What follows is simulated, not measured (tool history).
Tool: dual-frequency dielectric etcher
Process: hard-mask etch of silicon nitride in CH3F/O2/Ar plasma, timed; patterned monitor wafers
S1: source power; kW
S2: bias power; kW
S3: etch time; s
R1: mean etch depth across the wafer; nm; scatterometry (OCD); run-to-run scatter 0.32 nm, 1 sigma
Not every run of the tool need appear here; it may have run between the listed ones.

| run | day | S1 | S2 | S3 | R1 |
|---|---|---|---|---|---|
| 1 | 0 | 0.54 | 0.053 | 108.5 | 73.804 |
| 2 | 0.338 | 0.54 | 0.053 | 99.5 | 68.102 |
| 3 | 0.442 | 0.54 | 0.059 | 99.5 | 70.932 |
| 4 | 0.467 | 0.57 | 0.059 | 99.5 | 72.314 |
| 5 | 0.754 | 0.6 | 0.059 | 99.5 | 74.754 |
| 6 | 0.833 | 0.62 | 0.059 | 99.5 | 75.245 |
| 7 | 1.158 | 0.64 | 0.059 | 99.5 | 76.798 |
| 8 | 1.417 | 0.65 | 0.059 | 99.5 | 77.245 |
| 9 | 1.508 | 0.66 | 0.059 | 99.5 | 77.127 |
| 10 | 1.838 | 0.67 | 0.059 | 99.5 | 78.117 |

Forecast run 11:
| 11 | 1.996 | 0.68 | 0.059 | 99.5 | ? |

Run 11 came out at R1 78.438 nm.

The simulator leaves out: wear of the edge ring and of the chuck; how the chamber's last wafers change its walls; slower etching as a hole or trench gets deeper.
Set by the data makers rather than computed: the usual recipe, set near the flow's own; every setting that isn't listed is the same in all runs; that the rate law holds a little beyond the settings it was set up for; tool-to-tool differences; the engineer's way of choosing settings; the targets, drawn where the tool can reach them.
